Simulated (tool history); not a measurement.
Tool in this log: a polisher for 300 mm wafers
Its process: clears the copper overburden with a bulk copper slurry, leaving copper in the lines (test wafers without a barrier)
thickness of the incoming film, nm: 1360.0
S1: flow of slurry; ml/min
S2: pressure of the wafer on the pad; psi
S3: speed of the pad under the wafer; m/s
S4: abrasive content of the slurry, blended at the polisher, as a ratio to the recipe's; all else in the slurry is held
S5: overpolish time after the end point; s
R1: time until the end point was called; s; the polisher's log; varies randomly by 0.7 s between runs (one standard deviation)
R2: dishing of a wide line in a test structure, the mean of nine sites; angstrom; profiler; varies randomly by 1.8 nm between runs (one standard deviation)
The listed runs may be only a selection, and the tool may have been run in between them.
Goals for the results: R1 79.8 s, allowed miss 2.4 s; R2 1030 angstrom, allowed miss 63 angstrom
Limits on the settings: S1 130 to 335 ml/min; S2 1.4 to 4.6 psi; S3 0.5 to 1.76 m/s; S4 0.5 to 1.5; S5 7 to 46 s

| run | hour | S1 | S2 | S3 | S4 | S5 | R1 | R2 |
|---|---|---|---|---|---|---|---|---|
| 1 | 0 | 215 | 3 | 1.12 | 1 | 24 | 130.36 | 932.62 |
| 2 | 3.5 | 220 | 3.3 | 1.12 | 1 | 22 | 118.6 | 972.85 |
| 3 | 11 | 220 | 3 | 1.12 | 1 | 22 | 130.77 | 951.02 |
| 4 | 17.4 | 180 | 3 | 1.12 | 1 | 22 | 133.53 | 911.19 |
| 5 | 19.8 | 185 | 3.3 | 1.12 | 1 | 20 | 120.65 | 958.69 |
| 6 | 27 | 185 | 3.3 | 1.12 | 1.15 | 20 | 117.05 | 945.12 |
| 7 | 28.3 | 190 | 3.5 | 1.12 | 1.15 | 18 | 110.8 | 940.1 |
| 8 | 35.4 | 200 | 4.3 | 1.14 | 1.15 | 12 | 90.739 | 874.91 |
| 9 | 37.4 | 200 | 4.4 | 1.14 | 1.15 | 13 | 85.96 | 932.11 |
| 10 | 44.3 | 200 | 4.4 | 1.14 | 1.15 | 14 | 86.982 | 984.03 |
| 11 | 44.9 | 200 | 4.5 | 1.16 | 1.15 | 14 | 84.188 | 959.43 |
| 12 | 46.1 | 200 | 4.5 | 1.16 | 1.15 | 15 | 82.949 | 1067 |

Exactly one of the 4 candidate moves below puts every result within its allowed miss. Which one?
| A | 47.3 | 245 | 4.3 | 1.22 | 1.2 | 15 | ? | ? |
| B | 47.3 | 160 | 4.6 | 1.16 | 1.05 | 20 | ? | ? |
| C | 47.3 | 210 | 4.6 | 1.04 | 1.3 | 16 | ? | ? |
| D | 47.3 | 230 | 4.6 | 1.26 | 1.05 | 19 | ? | ? |

| move | R1 | R2 |
|---|---|---|
| A | 79.953 | 1068.6 |
| B | 85.602 | 1178.1 |
| C | 86.852 | 1070.5 |
| D | 75.078 | 1210.4 |
A: all results land within tolerance of their targets
B: misses by more than the last run did
C: misses by more than the last run did
D: the result that was furthest off in the last run now lies on the other side of its target
So the answer is move A, the one that meets all the targets.
